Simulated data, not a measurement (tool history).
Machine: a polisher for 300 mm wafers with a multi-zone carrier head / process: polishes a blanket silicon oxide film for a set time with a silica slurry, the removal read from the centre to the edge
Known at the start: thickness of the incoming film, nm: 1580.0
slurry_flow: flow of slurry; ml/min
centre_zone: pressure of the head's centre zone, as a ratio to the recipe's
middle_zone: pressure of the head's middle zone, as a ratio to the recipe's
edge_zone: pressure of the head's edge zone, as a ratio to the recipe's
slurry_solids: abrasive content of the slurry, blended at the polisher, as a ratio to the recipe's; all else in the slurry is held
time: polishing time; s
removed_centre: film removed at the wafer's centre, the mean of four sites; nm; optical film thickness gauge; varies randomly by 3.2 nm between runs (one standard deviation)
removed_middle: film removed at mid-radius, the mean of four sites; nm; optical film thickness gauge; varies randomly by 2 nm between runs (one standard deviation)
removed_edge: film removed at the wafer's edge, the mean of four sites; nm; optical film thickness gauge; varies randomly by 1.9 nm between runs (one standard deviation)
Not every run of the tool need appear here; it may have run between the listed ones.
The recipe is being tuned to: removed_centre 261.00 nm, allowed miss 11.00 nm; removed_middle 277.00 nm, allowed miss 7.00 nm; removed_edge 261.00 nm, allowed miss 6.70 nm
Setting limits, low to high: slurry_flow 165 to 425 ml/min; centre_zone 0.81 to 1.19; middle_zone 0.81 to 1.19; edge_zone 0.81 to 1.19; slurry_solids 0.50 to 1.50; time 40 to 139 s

Run 1, day 0.000: slurry_flow 275 ml/min, centre_zone 1.00, middle_zone 1.00, edge_zone 1.00, slurry_solids 1.00, time 89 s. Result: removed_centre 227.80 nm, removed_middle 220.95 nm, removed_edge 226.55 nm.
Run 2, day 0.308: slurry_flow 275 ml/min, centre_zone 1.00, middle_zone 1.00, edge_zone 1.00, slurry_solids 1.00, time 75 s. Result: removed_centre 184.94 nm, removed_middle 187.98 nm, removed_edge 189.74 nm.
Run 3, day 0.408: slurry_flow 325 ml/min, centre_zone 1.00, middle_zone 1.00, edge_zone 1.00, slurry_solids 1.00, time 75 s. Result: removed_centre 189.12 nm, removed_middle 189.40 nm, removed_edge 190.07 nm.
Run 4, day 0.675: slurry_flow 325 ml/min, centre_zone 1.01, middle_zone 1.02, edge_zone 1.02, slurry_solids 1.10, time 75 s. Result: removed_centre 204.59 nm, removed_middle 198.94 nm, removed_edge 202.41 nm.
Run 5, day 0.733: slurry_flow 325 ml/min, centre_zone 1.07, middle_zone 1.02, edge_zone 1.02, slurry_solids 1.10, time 75 s. Result: removed_centre 218.35 nm, removed_middle 201.75 nm, removed_edge 201.92 nm.
Run 6, day 0.938: slurry_flow 325 ml/min, centre_zone 1.03, middle_zone 1.02, edge_zone 1.02, slurry_solids 1.10, time 75 s. Result: removed_centre 205.59 nm, removed_middle 200.28 nm, removed_edge 203.56 nm.
Run 7, day 1.262: slurry_flow 325 ml/min, centre_zone 1.03, middle_zone 1.05, edge_zone 1.02, slurry_solids 1.15, time 76 s. Result: removed_centre 215.13 nm, removed_middle 211.91 nm, removed_edge 212.21 nm.
Run 8, day 1.346: slurry_flow 325 ml/min, centre_zone 1.03, middle_zone 1.07, edge_zone 1.01, slurry_solids 1.20, time 76 s. Result: removed_centre 219.95 nm, removed_middle 218.10 nm, removed_edge 211.35 nm.
Run 9, day 1.646: slurry_flow 360 ml/min, centre_zone 1.03, middle_zone 1.17, edge_zone 1.11, slurry_solids 1.45, time 79 s. Result: removed_centre 241.92 nm, removed_middle 260.26 nm, removed_edge 247.67 nm.

Exercise: of the 4 proposed moves below, exactly one satisfies all targets within the stated allowed misses. Which move is it?
Run A, day 1.946: slurry_flow 425 ml/min, centre_zone 1.01, middle_zone 1.14, edge_zone 1.04, slurry_solids 1.40, time 86 s. Result: removed_centre ?, removed_middle ?, removed_edge ?.
Run B, day 1.946: slurry_flow 340 ml/min, centre_zone 0.99, middle_zone 1.19, edge_zone 1.10, slurry_solids 1.30, time 78 s. Result: removed_centre ?, removed_middle ?, removed_edge ?.
Run C, day 1.946: slurry_flow 355 ml/min, centre_zone 0.93, middle_zone 1.17, edge_zone 1.14, slurry_solids 1.50, time 86 s. Result: removed_centre ?, removed_middle ?, removed_edge ?.
Run D, day 1.946: slurry_flow 360 ml/min, centre_zone 0.92, middle_zone 1.19, edge_zone 1.14, slurry_solids 1.40, time 84 s. Result: removed_centre ?, removed_middle ?, removed_edge ?.

move  removed_centre  removed_middle  removed_edge
   A          256.30          275.71        263.59
   B          218.37          247.17        236.52
   C          238.93          284.69        280.52
   D          225.44          274.74        267.42
A: every result within its allowed miss
B: the biggest miss grows against the last run
C: the result that was furthest off in the last run now lies on the other side of its target
D: corrects the largest miss of the last run, while another result sits out of spec
So the answer is move A, the one that meets all the targets.
